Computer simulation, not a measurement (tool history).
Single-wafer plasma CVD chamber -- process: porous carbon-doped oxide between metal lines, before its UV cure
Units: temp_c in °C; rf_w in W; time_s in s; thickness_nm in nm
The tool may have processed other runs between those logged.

run	day	temp_c	rf_w	time_s	thickness_nm
1	0.000	315	625	32.8	176.37
2	0.317	315	625	33.8	181.45
3	0.438	308	665	33.8	198.27
4	0.558	308	755	33.8	219.66
5	0.808	308	715	33.8	210.42
6	0.946	303	720	33.8	218.54

Run 7 comes next. What will it give?
7	0.988	300	720	33.8	?

Run 7 came out at thickness_nm 223.14 nm.
